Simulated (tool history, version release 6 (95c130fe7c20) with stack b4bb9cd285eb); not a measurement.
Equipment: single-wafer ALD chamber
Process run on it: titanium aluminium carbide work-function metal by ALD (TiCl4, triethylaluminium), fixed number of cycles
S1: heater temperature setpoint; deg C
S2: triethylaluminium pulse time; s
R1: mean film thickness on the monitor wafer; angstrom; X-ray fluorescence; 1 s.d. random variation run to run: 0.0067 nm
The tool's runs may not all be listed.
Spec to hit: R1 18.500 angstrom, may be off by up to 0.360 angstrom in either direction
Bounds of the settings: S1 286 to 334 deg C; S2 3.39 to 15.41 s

{"run": 1, "day": 0.0, "S1": 310, "S2": 9.4, "R1": 21.787}
{"run": 2, "day": 0.079, "S1": 307, "S2": 8.89, "R1": 21.456}
{"run": 3, "day": 0.183, "S1": 313, "S2": 8.89, "R1": 21.821}
{"run": 4, "day": 0.462, "S1": 322, "S2": 8.89, "R1": 22.711}
{"run": 5, "day": 0.7, "S1": 315, "S2": 8.89, "R1": 22.11}
{"run": 6, "day": 0.979, "S1": 315, "S2": 7.52, "R1": 21.463}
{"run": 7, "day": 1.208, "S1": 313, "S2": 7.15, "R1": 21.374}
{"run": 8, "day": 1.575, "S1": 310, "S2": 6.73, "R1": 20.94}
{"run": 9, "day": 1.625, "S1": 298, "S2": 3.72, "R1": 17.997}
{"run": 10, "day": 1.75, "S1": 298, "S2": 3.74, "R1": 18.085}
{"run": 11, "day": 1.946, "S1": 298, "S2": 3.76, "R1": 18.028}

Pick the move, out of 5, that brings all results within their allowed miss; only one does.
{"run": "A", "day": 2.142, "S1": 297, "S2": 3.39, "R1": "?"}
{"run": "B", "day": 2.142, "S1": 296, "S2": 3.39, "R1": "?"}
{"run": "C", "day": 2.142, "S1": 300, "S2": 3.39, "R1": "?"}
{"run": "D", "day": 2.142, "S1": 296, "S2": 4.46, "R1": "?"}
{"run": "E", "day": 2.142, "S1": 300, "S2": 5.12, "R1": "?"}

move=A R1=17.534
move=B R1=17.459
move=C R1=17.760
move=D R1=18.359
move=E R1=19.129
A: the biggest miss grows against the last run
B: the biggest miss grows against the last run
C: the biggest miss grows against the last run
D: every result within its allowed miss
E: pushes the last run's worst result past its target
Move D is the one to make.
